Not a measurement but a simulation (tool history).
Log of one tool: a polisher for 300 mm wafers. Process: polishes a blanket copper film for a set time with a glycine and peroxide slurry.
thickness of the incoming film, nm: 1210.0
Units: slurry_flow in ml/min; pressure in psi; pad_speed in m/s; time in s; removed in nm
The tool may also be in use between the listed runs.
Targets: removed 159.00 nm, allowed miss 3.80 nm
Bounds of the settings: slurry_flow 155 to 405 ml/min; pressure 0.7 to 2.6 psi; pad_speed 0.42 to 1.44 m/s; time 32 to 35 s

run	hour	slurry_flow	pressure	pad_speed	time	removed
1	0.0	260	1.6	0.92	35	102.25
2	3.6	265	1.9	0.92	35	116.60
3	4.3	265	1.9	0.92	32	105.54
4	8.4	265	1.9	1.04	32	115.09
5	11.5	265	1.7	1.04	32	105.25
6	12.0	265	1.7	1.04	32	105.65
7	14.9	290	2.2	1.06	32	131.36
8	16.3	290	2.3	1.08	32	137.61
9	19.4	290	2.4	1.10	32	145.77
10	20.7	290	2.5	1.10	32	146.93
11	27.9	310	2.5	1.10	32	149.45
12	28.7	310	2.5	1.12	32	154.19
13	35.7	320	2.5	1.12	32	153.12
14	37.9	325	2.5	1.12	32	154.77
15	46.5	330	2.5	1.12	32	153.47

Which of these 4 next moves meets every target?
A	55.1	390	2.4	1.16	33	?
B	55.1	320	2.6	1.02	32	?
C	55.1	315	2.6	0.94	34	?
D	55.1	155	2.5	1.24	32	?

move	removed
A	160.43
B	149.61
C	150.27
D	150.00
A: meets every target
B: further off than the last run
C: further off than the last run
D: further off than the last run
Move A is the one to make.
